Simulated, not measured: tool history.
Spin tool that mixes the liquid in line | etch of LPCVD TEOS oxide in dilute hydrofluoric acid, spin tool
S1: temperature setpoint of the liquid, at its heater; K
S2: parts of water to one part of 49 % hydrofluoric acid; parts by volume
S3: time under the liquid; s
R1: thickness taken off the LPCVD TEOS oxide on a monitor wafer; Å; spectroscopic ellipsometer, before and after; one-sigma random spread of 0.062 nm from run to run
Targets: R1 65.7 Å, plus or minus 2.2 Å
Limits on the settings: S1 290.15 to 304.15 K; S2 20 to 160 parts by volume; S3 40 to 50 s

Run 1, hour 0: S1 296.15 K, S2 90 parts by volume, S3 50 s. Result: R1 113.74 Å.
Run 2, hour 3.7: S1 295.15 K, S2 95 parts by volume, S3 50 s. Result: R1 102.59 Å.
Run 3, hour 11.7: S1 294.15 K, S2 100 parts by volume, S3 50 s. Result: R1 94.804 Å.
Run 4, hour 20.6: S1 297.15 K, S2 100 parts by volume, S3 50 s. Result: R1 107.03 Å.
Run 5, hour 28.8: S1 300.65 K, S2 100 parts by volume, S3 50 s. Result: R1 120.61 Å.
Run 6, hour 36.7: S1 297.15 K, S2 100 parts by volume, S3 50 s. Result: R1 105.24 Å.
Run 7, hour 38.8: S1 296.15 K, S2 105 parts by volume, S3 50 s. Result: R1 97.064 Å.
Run 8, hour 47.1: S1 295.15 K, S2 110 parts by volume, S3 50 s. Result: R1 88.335 Å.
Run 9, hour 51.8: S1 294.15 K, S2 110 parts by volume, S3 50 s. Result: R1 83.846 Å.
Run 10, hour 54.4: S1 293.65 K, S2 110 parts by volume, S3 50 s. Result: R1 81.607 Å.

Exactly one of the 4 candidate moves below puts every result within its allowed miss. Which one?
Run A, hour 57: S1 293.15 K, S2 75 parts by volume, S3 40 s. Result: R1 ?.
Run B, hour 57: S1 293.65 K, S2 85 parts by volume, S3 50 s. Result: R1 ?.
Run C, hour 57: S1 292.65 K, S2 95 parts by volume, S3 50 s. Result: R1 ?.
Run D, hour 57: S1 291.15 K, S2 100 parts by volume, S3 40 s. Result: R1 ?.

move      R1
   A    99.9
   B   111.2
   C  94.389
   D   67.03
A: misses by more than the last run did
B: misses by more than the last run did
C: misses by more than the last run did
D: meets every target
Correct choice: D, which meets every target
